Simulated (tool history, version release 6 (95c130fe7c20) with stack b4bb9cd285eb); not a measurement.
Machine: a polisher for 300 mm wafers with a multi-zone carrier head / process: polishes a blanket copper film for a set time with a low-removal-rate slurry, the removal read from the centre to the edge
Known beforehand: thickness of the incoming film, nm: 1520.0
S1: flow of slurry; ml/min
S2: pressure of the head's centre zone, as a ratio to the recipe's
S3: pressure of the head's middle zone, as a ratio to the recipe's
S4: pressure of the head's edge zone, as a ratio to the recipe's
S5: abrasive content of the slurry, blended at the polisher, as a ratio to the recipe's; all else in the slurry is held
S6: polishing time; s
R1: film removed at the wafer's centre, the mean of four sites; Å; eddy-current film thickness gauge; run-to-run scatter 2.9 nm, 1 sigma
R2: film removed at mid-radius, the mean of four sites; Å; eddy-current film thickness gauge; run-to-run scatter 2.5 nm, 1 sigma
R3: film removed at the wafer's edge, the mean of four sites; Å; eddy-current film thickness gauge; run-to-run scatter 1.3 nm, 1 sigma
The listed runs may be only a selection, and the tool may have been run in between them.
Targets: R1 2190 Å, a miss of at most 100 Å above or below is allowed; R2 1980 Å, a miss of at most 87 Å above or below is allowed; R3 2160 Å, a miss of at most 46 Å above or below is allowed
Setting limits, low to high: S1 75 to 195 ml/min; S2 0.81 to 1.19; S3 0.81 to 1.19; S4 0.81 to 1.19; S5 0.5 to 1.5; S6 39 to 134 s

{"run": 1, "hour": 0.0, "S1": 125, "S2": 1, "S3": 1, "S4": 1, "S5": 1, "S6": 86, "R1": 2757.8, "R2": 2693.4, "R3": 2667.4}
{"run": 2, "hour": 7.3, "S1": 120, "S2": 0.99, "S3": 0.97, "S4": 0.98, "S5": 0.95, "S6": 86, "R1": 2707.4, "R2": 2615.7, "R3": 2630.5}
{"run": 3, "hour": 9.1, "S1": 120, "S2": 0.99, "S3": 0.97, "S4": 0.98, "S5": 1.15, "S6": 86, "R1": 2810.7, "R2": 2734.6, "R3": 2700.7}
{"run": 4, "hour": 17.0, "S1": 120, "S2": 0.99, "S3": 0.97, "S4": 1.06, "S5": 1.15, "S6": 86, "R1": 2761.2, "R2": 2669.4, "R3": 2793.3}
{"run": 5, "hour": 19.8, "S1": 115, "S2": 0.99, "S3": 0.95, "S4": 1.04, "S5": 1.05, "S6": 85, "R1": 2753.7, "R2": 2555.6, "R3": 2674.3}
{"run": 6, "hour": 28.0, "S1": 125, "S2": 0.99, "S3": 0.95, "S4": 1.04, "S5": 1.05, "S6": 85, "R1": 2774.8, "R2": 2576.1, "R3": 2707.3}
{"run": 7, "hour": 29.6, "S1": 120, "S2": 0.98, "S3": 0.94, "S4": 1.02, "S5": 0.95, "S6": 84, "R1": 2585.4, "R2": 2460.1, "R3": 2654.7}
{"run": 8, "hour": 37.3, "S1": 115, "S2": 0.99, "S3": 0.94, "S4": 1, "S5": 0.9, "S6": 83, "R1": 2617.2, "R2": 2411.4, "R3": 2548.5}
{"run": 9, "hour": 39.5, "S1": 110, "S2": 0.98, "S3": 0.93, "S4": 0.99, "S5": 0.85, "S6": 82, "R1": 2457.4, "R2": 2307.4, "R3": 2441.8}
{"run": 10, "hour": 43.7, "S1": 105, "S2": 0.98, "S3": 0.92, "S4": 0.98, "S5": 0.8, "S6": 82, "R1": 2413.4, "R2": 2318.1, "R3": 2397.4}

Which one of the following 5 next-run settings gets every result inside its allowed miss? There is exactly one.
{"run": "A", "hour": 47.9, "S1": 125, "S2": 0.93, "S3": 0.84, "S4": 1, "S5": 0.75, "S6": 76, "R1": "?", "R2": "?", "R3": "?"}
{"run": "B", "hour": 47.9, "S1": 100, "S2": 1.03, "S3": 0.95, "S4": 1.06, "S5": 0.65, "S6": 74, "R1": "?", "R2": "?", "R3": "?"}
{"run": "C", "hour": 47.9, "S1": 85, "S2": 1.04, "S3": 1.03, "S4": 1.05, "S5": 0.85, "S6": 73, "R1": "?", "R2": "?", "R3": "?"}
{"run": "D", "hour": 47.9, "S1": 90, "S2": 0.86, "S3": 0.97, "S4": 1.02, "S5": 0.8, "S6": 77, "R1": "?", "R2": "?", "R3": "?"}
{"run": "E", "hour": 47.9, "S1": 100, "S2": 0.94, "S3": 0.92, "S4": 0.98, "S5": 0.85, "S6": 93, "R1": "?", "R2": "?", "R3": "?"}

move=A R1=2211.6 R2=1984.5 R3=2309.6
move=B R1=2228.1 R2=2006.6 R3=2190.8
move=C R1=2222.8 R2=2131.8 R3=2186.8
move=D R1=1944.1 R2=2145.8 R3=2276.3
move=E R1=2657.6 R2=2557.1 R3=2769.8
A: an improvement on the last run, though not all results are within tolerance
B: every result lands within tolerance
C: corrects the largest miss of the last run, while another result sits out of spec
D: an improvement on the last run, though not all results are within tolerance
E: further off than the last run
The move that meets every target is B.
